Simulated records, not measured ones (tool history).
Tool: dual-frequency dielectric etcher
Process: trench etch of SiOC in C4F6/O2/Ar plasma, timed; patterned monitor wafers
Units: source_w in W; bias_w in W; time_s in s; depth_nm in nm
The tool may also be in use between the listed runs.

{"run": 1, "hour": 0.0, "source_w": 400, "bias_w": 190, "time_s": 26, "depth_nm": 57.292}
{"run": 2, "hour": 8.2, "source_w": 410, "bias_w": 193, "time_s": 26, "depth_nm": 58.803}
{"run": 3, "hour": 11.0, "source_w": 410, "bias_w": 169, "time_s": 26, "depth_nm": 56.55}
{"run": 4, "hour": 12.1, "source_w": 410, "bias_w": 184, "time_s": 26, "depth_nm": 58.099}
{"run": 5, "hour": 15.5, "source_w": 410, "bias_w": 184, "time_s": 26, "depth_nm": 57.308}
{"hour": 20.8, "done": "source power generator calibrated"}
{"run": 6, "hour": 20.8, "source_w": 420, "bias_w": 187, "time_s": 26, "depth_nm": 57.429}
{"run": 7, "hour": 28.1, "source_w": 430, "bias_w": 196, "time_s": 26, "depth_nm": 59.069}

Run 8 comes next. What will it give?
{"run": 8, "hour": 29.8, "source_w": 440, "bias_w": 200, "time_s": 26, "depth_nm": "?"}

depth_nm: 59.739 nm
